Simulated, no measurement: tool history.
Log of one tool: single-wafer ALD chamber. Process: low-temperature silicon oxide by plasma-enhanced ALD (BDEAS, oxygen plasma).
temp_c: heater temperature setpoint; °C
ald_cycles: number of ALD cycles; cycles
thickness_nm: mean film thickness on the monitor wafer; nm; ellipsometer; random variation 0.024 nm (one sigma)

{"run": 1, "hour": 0.0, "temp_c": 95, "ald_cycles": 52, "thickness_nm": 6.8808}
{"run": 2, "hour": 4.1, "temp_c": 92, "ald_cycles": 54, "thickness_nm": 7.237}
{"run": 3, "hour": 7.7, "temp_c": 90, "ald_cycles": 56, "thickness_nm": 7.6157}
{"run": 4, "hour": 11.4, "temp_c": 88, "ald_cycles": 57, "thickness_nm": 7.7766}
{"run": 5, "hour": 19.6, "temp_c": 86, "ald_cycles": 58, "thickness_nm": 7.961}
{"run": 6, "hour": 23.1, "temp_c": 85, "ald_cycles": 59, "thickness_nm": 8.1604}
{"run": 7, "hour": 25.0, "temp_c": 84, "ald_cycles": 60, "thickness_nm": 8.3056}

Forecast run 8:
{"run": 8, "hour": 28.6, "temp_c": 84, "ald_cycles": 60, "thickness_nm": "?"}

Run 8 gave thickness_nm 8.2899 nm.
